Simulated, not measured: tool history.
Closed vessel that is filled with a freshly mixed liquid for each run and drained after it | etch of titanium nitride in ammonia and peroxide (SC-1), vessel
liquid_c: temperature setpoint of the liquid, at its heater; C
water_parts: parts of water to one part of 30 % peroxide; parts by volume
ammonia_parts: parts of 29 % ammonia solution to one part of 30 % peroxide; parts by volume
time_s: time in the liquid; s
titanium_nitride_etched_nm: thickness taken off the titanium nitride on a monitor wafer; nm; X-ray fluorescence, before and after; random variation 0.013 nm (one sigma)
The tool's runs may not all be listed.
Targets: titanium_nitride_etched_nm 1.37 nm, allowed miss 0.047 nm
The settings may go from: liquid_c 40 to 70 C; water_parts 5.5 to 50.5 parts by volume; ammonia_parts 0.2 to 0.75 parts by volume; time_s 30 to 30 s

run,hour,liquid_c,water_parts,ammonia_parts,time_s,titanium_nitride_etched_nm
1,0,56,28,0.45,30,2.1867
2,7.1,56,23.5,0.45,30,2.4021
3,13.4,56,23.5,0.3,30,2.2462
4,17.9,53.5,23.5,0.3,30,1.8924
5,24.7,53.5,23.5,0.45,30,2.0643
6,30.3,60.5,23.5,0.45,30,3.2473
7,31.4,56.5,23.5,0.45,30,2.4964
8,39,53.5,23.5,0.45,30,2.0206
9,45.7,51.5,23.5,0.45,30,1.7783
10,52.3,50.5,23.5,0.45,30,1.6368
11,53.8,50.5,23.5,0.45,30,1.6662
12,57.5,49.5,23.5,0.45,30,1.5165
13,66.3,49,23.5,0.45,30,1.4782
14,72.1,48.5,23.5,0.45,30,1.4448

5 next moves are on the table. One of them brings every result within its allowed miss. Which?
A,77.9,48.5,23.5,0.35,30,?
B,77.9,51.5,28,0.4,30,?
C,77.9,51,27.5,0.45,30,?
D,77.9,51.5,27.5,0.35,30,?
E,77.9,51,28.5,0.55,30,?

move,titanium_nitride_etched_nm
A,1.377
B,1.5758
C,1.573
D,1.5518
E,1.6012
A: meets every target
B: further off than the last run
C: further off than the last run
D: further off than the last run
E: further off than the last run
Move A is the one to make.

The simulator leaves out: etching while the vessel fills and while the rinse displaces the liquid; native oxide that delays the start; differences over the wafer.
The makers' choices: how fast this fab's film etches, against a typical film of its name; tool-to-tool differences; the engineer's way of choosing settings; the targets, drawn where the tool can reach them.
